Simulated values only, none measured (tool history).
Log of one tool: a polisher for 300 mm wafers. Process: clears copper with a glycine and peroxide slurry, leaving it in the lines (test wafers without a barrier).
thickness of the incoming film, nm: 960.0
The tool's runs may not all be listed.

run,hour,flow of slurry (ml/min),pressure of the wafer on the pad (kPa),speed of the pad under the wafer (cm/s),overpolish time after the end point (s),time until the end point was called (s),dishing of a wide line in a test structure (Å)
1,0.0,290,17.9,120,27,139.32,875.98
2,2.6,290,17.9,138,27,129.36,902.51
3,5.9,290,17.9,138,28,131.92,908.45
4,8.5,290,17.9,138,29,128.05,958.86
5,11.2,290,15.2,138,29,146.80,868.41
6,13.1,290,15.2,138,37,147.02,981.48

The next listed run, before its measurement:
7,14.2,290,15.9,138,37,?,?

Run 7 gave time until the end point was called (s) 142.38, dishing of a wide line in a test structure (Å) 984.60.
